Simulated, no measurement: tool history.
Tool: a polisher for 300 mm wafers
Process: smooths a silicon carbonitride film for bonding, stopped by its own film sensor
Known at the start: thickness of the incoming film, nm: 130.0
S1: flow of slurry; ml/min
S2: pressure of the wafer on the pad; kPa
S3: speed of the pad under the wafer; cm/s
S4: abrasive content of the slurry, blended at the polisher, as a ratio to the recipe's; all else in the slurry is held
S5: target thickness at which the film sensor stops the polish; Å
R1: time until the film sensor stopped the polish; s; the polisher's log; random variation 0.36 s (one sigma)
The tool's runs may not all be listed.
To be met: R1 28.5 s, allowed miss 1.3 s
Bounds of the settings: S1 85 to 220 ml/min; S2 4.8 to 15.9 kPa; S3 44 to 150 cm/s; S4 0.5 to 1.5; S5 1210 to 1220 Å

run	hour	S1	S2	S3	S4	S5	R1
1	0	140	10.3	96	1	1210	48.499
2	3.6	140	10.3	96	1	1220	42.973
3	12.1	140	10.3	110	1	1220	40.116
4	19.7	145	11	110	1	1220	38.662
5	21.3	145	11.7	112	1	1220	36.828
6	23.5	145	11.7	112	0.85	1220	39.628
7	27.5	145	12.4	116	0.85	1220	37.296
8	35.1	145	13.1	118	0.85	1220	36.336
9	41	150	13.8	122	0.85	1220	33.456
# hour 41.6: worn pad replaced by a new one
10	41.6	150	15.9	124	0.85	1220	26.594

Which of these 5 next moves meets every target?
A	42.2	145	15.9	124	0.8	1220	?
B	42.2	195	15.9	102	1.1	1220	?
C	42.2	150	15.9	126	0.85	1220	?
D	42.2	180	15.9	128	0.95	1220	?
E	42.2	175	15.9	130	0.9	1220	?

move	R1
A	27.956
B	25.364
C	26.651
D	24.267
E	24.825
A: meets every target
B: further off than the last run
C: as far off as the last run
D: further off than the last run
E: further off than the last run
The right move is A.
